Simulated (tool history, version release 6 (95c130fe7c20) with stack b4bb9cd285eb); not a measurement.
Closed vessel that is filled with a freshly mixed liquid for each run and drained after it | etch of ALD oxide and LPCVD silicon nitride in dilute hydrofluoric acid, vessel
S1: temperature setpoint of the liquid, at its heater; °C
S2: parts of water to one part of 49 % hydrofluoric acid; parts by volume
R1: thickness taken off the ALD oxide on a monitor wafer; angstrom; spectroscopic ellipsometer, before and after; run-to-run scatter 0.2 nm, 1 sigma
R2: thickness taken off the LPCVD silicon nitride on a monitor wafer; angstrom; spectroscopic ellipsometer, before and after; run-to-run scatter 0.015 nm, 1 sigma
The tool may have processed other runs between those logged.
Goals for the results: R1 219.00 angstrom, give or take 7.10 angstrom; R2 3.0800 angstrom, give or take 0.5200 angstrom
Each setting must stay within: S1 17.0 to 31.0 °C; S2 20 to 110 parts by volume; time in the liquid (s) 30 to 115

{"run": 1, "hour": 0.0, "S1": 23.0, "S2": 60, "time in the liquid (s)": 60, "R1": 267.59, "R2": 3.8467}
{"run": 2, "hour": 3.5, "S1": 25.5, "S2": 60, "time in the liquid (s)": 60, "R1": 305.85, "R2": 4.9734}
{"run": 3, "hour": 10.8, "S1": 25.5, "S2": 50, "time in the liquid (s)": 60, "R1": 367.74, "R2": 6.1053}
{"run": 4, "hour": 18.3, "S1": 24.0, "S2": 50, "time in the liquid (s)": 60, "R1": 340.51, "R2": 4.8077}
{"run": 5, "hour": 25.4, "S1": 23.5, "S2": 55, "time in the liquid (s)": 60, "R1": 309.97, "R2": 4.5174}
{"hour": 32.7, "done": "thermometer replaced"}
{"run": 6, "hour": 32.7, "S1": 23.0, "S2": 60, "time in the liquid (s)": 60, "R1": 285.34, "R2": 4.39}
{"run": 7, "hour": 40.3, "S1": 23.0, "S2": 60, "time in the liquid (s)": 60, "R1": 288.68, "R2": 4.076}
{"run": 8, "hour": 47.2, "S1": 23.0, "S2": 65, "time in the liquid (s)": 60, "R1": 271.58, "R2": 3.7136}
{"run": 9, "hour": 52.1, "S1": 23.0, "S2": 65, "time in the liquid (s)": 60, "R1": 262.47, "R2": 4.0982}
{"run": 10, "hour": 56.5, "S1": 22.5, "S2": 65, "time in the liquid (s)": 60, "R1": 259.83, "R2": 3.8114}
{"run": 11, "hour": 58.4, "S1": 22.0, "S2": 65, "time in the liquid (s)": 60, "R1": 255.47, "R2": 4.1565}
{"run": 12, "hour": 66.6, "S1": 21.5, "S2": 65, "time in the liquid (s)": 55, "R1": 228.96, "R2": 3.4812}

Which of these 5 next moves meets every target?
{"run": "A", "hour": 74.8, "S1": 17.0, "S2": 55, "time in the liquid (s)": 60, "R1": "?", "R2": "?"}
{"run": "B", "hour": 74.8, "S1": 18.5, "S2": 75, "time in the liquid (s)": 75, "R1": "?", "R2": "?"}
{"run": "C", "hour": 74.8, "S1": 17.0, "S2": 65, "time in the liquid (s)": 75, "R1": "?", "R2": "?"}
{"run": "D", "hour": 74.8, "S1": 20.5, "S2": 60, "time in the liquid (s)": 50, "R1": "?", "R2": "?"}
{"run": "E", "hour": 74.8, "S1": 27.0, "S2": 70, "time in the liquid (s)": 50, "R1": "?", "R2": "?"}

move=A R1=246.43 R2=2.8301
move=B R1=235.56 R2=2.9088
move=C R1=257.79 R2=3.0088
move=D R1=217.31 R2=2.7681
move=E R1=239.65 R2=3.6796
A: further off than the last run
B: further off than the last run
C: further off than the last run
D: all results land within tolerance of their targets
E: further off than the last run
Correct choice: D, which meets every target
